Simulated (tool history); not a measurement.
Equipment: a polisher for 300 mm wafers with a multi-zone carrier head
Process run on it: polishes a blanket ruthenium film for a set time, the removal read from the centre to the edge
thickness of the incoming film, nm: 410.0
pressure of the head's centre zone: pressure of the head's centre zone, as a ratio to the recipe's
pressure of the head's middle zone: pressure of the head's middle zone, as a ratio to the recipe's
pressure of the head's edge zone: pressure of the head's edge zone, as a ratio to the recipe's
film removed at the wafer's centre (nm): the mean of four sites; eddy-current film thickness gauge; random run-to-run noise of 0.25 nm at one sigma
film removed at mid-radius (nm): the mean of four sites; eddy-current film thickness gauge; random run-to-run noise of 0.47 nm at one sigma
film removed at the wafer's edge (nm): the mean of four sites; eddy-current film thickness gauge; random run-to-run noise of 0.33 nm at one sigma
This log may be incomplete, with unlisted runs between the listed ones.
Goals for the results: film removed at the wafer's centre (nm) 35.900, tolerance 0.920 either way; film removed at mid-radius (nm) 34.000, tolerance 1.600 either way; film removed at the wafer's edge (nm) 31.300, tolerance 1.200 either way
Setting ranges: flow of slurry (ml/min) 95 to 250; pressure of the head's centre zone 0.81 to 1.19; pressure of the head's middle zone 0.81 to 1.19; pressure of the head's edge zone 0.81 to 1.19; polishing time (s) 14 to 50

| run | hour | flow of slurry (ml/min) | pressure of the head's centre zone | pressure of the head's middle zone | pressure of the head's edge zone | polishing time (s) | film removed at the wafer's centre (nm) | film removed at mid-radius (nm) | film removed at the wafer's edge (nm) |
|---|---|---|---|---|---|---|---|---|---|
| 1 | 0.0 | 160 | 1.00 | 1.00 | 1.00 | 32 | 26.751 | 26.924 | 26.182 |
| 2 | 4.1 | 160 | 1.00 | 1.00 | 1.00 | 38 | 32.110 | 32.276 | 30.918 |
| 3 | 11.6 | 160 | 1.00 | 1.00 | 1.00 | 41 | 34.126 | 34.278 | 33.832 |
| 4 | 17.6 | 190 | 1.00 | 1.00 | 1.00 | 41 | 35.653 | 35.756 | 34.777 |
| 5 | 25.9 | 185 | 1.01 | 1.00 | 0.97 | 41 | 35.884 | 35.703 | 34.468 |
| 6 | 29.0 | 150 | 1.01 | 1.00 | 0.97 | 41 | 33.610 | 33.859 | 33.356 |
| 7 | 32.2 | 160 | 1.03 | 1.01 | 0.96 | 40 | 34.030 | 34.691 | 32.588 |
| 8 | 36.6 | 165 | 1.05 | 1.00 | 0.95 | 40 | 34.567 | 33.684 | 32.839 |

Of the 5 settings listed for the next run, only one would bring every result within its allowed miss of target. Which one?
| A | 41.0 | 110 | 0.99 | 1.08 | 0.90 | 46 | ? | ? | ? |
| B | 41.0 | 175 | 1.15 | 0.90 | 0.99 | 38 | ? | ? | ? |
| C | 41.0 | 220 | 1.13 | 1.04 | 1.00 | 37 | ? | ? | ? |
| D | 41.0 | 170 | 1.10 | 0.88 | 0.99 | 41 | ? | ? | ? |
| E | 41.0 | 160 | 1.00 | 0.92 | 0.92 | 44 | ? | ? | ? |

| move | film removed at the wafer's centre (nm) | film removed at mid-radius (nm) | film removed at the wafer's edge (nm) |
|---|---|---|---|
| A | 33.909 | 38.625 | 33.080 |
| B | 36.026 | 30.515 | 30.951 |
| C | 35.993 | 34.776 | 31.039 |
| D | 37.180 | 32.155 | 33.275 |
| E | 36.310 | 35.413 | 34.194 |
A: misses by more than the last run did
B: the worst result of the last run now meets its target, but another is out of spec
C: in spec on every target
D: pushes the last run's worst result past its target
E: the worst result of the last run now meets its target, but another is out of spec
Go with C: it meets all targets.

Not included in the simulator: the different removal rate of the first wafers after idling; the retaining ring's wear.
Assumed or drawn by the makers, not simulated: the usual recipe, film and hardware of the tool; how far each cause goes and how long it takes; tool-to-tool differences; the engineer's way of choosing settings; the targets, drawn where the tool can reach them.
